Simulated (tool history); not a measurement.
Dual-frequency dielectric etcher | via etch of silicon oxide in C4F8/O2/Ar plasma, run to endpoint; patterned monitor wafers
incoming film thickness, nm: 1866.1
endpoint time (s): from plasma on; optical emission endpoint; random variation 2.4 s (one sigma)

{"run": 1, "day": 0.0, "source power (kW)": 1.9, "bias power (kW)": 1.601, "endpoint time (s)": 377.86}
{"run": 2, "day": 0.112, "source power (kW)": 1.61, "bias power (kW)": 1.601, "endpoint time (s)": 423.46}
{"run": 3, "day": 0.383, "source power (kW)": 1.44, "bias power (kW)": 1.601, "endpoint time (s)": 455.02}
{"run": 4, "day": 0.704, "source power (kW)": 1.26, "bias power (kW)": 1.601, "endpoint time (s)": 517.09}
{"run": 5, "day": 1.046, "source power (kW)": 1.37, "bias power (kW)": 1.61, "endpoint time (s)": 486.04}
{"run": 6, "day": 1.333, "source power (kW)": 1.46, "bias power (kW)": 1.618, "endpoint time (s)": 455.49}
{"run": 7, "day": 1.596, "source power (kW)": 1.51, "bias power (kW)": 1.622, "endpoint time (s)": 444.03}
{"run": 8, "day": 1.738, "source power (kW)": 1.55, "bias power (kW)": 1.625, "endpoint time (s)": 435.94}
{"run": 9, "day": 2.025, "source power (kW)": 1.58, "bias power (kW)": 1.627, "endpoint time (s)": 427.42}

The next listed run, before its measurement:
{"run": 10, "day": 2.142, "source power (kW)": 1.58, "bias power (kW)": 1.627, "endpoint time (s)": "?"}

endpoint time (s): 430.61
